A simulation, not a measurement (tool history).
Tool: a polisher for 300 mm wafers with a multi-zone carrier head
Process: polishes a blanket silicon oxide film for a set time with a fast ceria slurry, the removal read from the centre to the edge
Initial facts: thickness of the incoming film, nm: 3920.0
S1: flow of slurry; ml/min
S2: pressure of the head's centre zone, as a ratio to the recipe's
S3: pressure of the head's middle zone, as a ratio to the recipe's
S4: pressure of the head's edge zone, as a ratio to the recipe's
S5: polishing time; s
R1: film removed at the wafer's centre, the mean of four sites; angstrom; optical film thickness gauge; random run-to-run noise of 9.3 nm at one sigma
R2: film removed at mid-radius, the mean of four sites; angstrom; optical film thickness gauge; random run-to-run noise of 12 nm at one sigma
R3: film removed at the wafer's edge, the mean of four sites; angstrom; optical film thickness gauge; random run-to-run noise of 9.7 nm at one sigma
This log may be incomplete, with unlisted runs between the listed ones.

{"run": 1, "day": 0.0, "S1": 220, "S2": 1, "S3": 1, "S4": 1, "S5": 54, "R1": 6132.5, "R2": 6165.3, "R3": 6135.2}
{"run": 2, "day": 0.292, "S1": 220, "S2": 1, "S3": 1.06, "S4": 1, "S5": 54, "R1": 6181.9, "R2": 6503, "R3": 6087.5}
{"run": 3, "day": 0.612, "S1": 250, "S2": 1, "S3": 1.06, "S4": 1, "S5": 54, "R1": 6197.3, "R2": 6698.4, "R3": 6081.7}
{"run": 4, "day": 0.829, "S1": 250, "S2": 0.98, "S3": 1.07, "S4": 1.02, "S5": 58, "R1": 6454.1, "R2": 7082.6, "R3": 6642.8}
{"run": 5, "day": 0.942, "S1": 255, "S2": 0.97, "S3": 1.09, "S4": 1.03, "S5": 61, "R1": 6738.7, "R2": 7561.8, "R3": 6973}
{"run": 6, "day": 1.233, "S1": 255, "S2": 0.97, "S3": 1.06, "S4": 1.03, "S5": 61, "R1": 6915.1, "R2": 7442.7, "R3": 6916.4}
{"run": 7, "day": 1.55, "S1": 250, "S2": 0.95, "S3": 1.08, "S4": 1.04, "S5": 64, "R1": 6876.6, "R2": 7915.1, "R3": 7415.8}
{"run": 8, "day": 1.888, "S1": 250, "S2": 0.95, "S3": 1.1, "S4": 1.05, "S5": 66, "R1": 7113.2, "R2": 8336.5, "R3": 7701.5}
{"run": 9, "day": 2.125, "S1": 250, "S2": 0.95, "S3": 1.11, "S4": 1.06, "S5": 68, "R1": 7623.7, "R2": 8460, "R3": 7814.6}
{"run": 10, "day": 2.396, "S1": 255, "S2": 0.94, "S3": 1.12, "S4": 1.06, "S5": 70, "R1": 7617.4, "R2": 9026.9, "R3": 8123.8}
{"run": 11, "day": 2.604, "S1": 255, "S2": 0.93, "S3": 1.13, "S4": 1.07, "S5": 71, "R1": 7495.8, "R2": 9196.8, "R3": 8395.2}
{"run": 12, "day": 2.875, "S1": 255, "S2": 0.93, "S3": 1.14, "S4": 1.08, "S5": 72, "R1": 7691.4, "R2": 9175.3, "R3": 8375.5}
{"run": 13, "day": 3.229, "S1": 260, "S2": 0.92, "S3": 1.14, "S4": 1.08, "S5": 73, "R1": 7945.7, "R2": 9187.6, "R3": 8601.1}

Run 14 is up next; what results do you expect?
{"run": 14, "day": 3.433, "S1": 255, "S2": 0.91, "S3": 1.15, "S4": 1.07, "S5": 74, "R1": "?", "R2": "?", "R3": "?"}

R1: 7872.9 angstrom
R2: 9547.7 angstrom
R3: 8691.7 angstrom

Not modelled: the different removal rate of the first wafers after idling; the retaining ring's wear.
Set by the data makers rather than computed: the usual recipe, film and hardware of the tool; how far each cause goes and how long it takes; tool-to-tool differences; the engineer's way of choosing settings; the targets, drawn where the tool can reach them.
